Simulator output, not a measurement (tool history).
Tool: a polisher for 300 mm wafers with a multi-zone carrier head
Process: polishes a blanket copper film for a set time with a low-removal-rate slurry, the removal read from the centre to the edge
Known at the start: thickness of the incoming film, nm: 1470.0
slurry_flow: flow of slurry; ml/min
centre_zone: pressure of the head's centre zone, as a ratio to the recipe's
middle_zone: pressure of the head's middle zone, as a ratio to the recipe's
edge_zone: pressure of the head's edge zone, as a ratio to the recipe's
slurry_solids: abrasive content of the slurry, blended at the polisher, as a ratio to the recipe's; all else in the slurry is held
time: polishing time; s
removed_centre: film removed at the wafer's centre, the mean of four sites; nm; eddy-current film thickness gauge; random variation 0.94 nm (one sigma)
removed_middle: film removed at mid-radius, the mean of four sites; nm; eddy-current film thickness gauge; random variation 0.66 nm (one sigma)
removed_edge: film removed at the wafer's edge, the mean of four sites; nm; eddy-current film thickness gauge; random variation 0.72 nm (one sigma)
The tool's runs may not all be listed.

run	hour	slurry_flow	centre_zone	middle_zone	edge_zone	slurry_solids	time	removed_centre	removed_middle	removed_edge
1	0.0	120	1.00	1.00	1.00	1.00	32	103.180	98.657	99.367
2	4.8	120	1.00	1.09	1.00	1.00	32	101.190	107.070	98.958
3	8.2	110	1.00	1.05	0.96	0.95	32	98.512	100.270	93.455
4	15.5	110	1.00	0.99	0.96	0.95	32	99.150	96.041	94.574
5	22.3	110	1.00	0.99	0.99	0.95	32	97.908	95.916	97.022
6	24.3	100	1.01	0.97	0.95	0.90	32	94.190	89.368	92.513
7	25.8	95	1.02	0.97	0.92	0.90	32	96.432	88.698	90.176
8	32.3	90	1.02	0.97	0.90	0.90	32	94.209	89.874	88.186

The next listed run, before its measurement:
9	40.4	85	1.03	0.96	0.89	0.90	32	?	?	?

Run 9 gave removed_centre 93.573 nm, removed_middle 86.656 nm, removed_edge 88.189 nm.
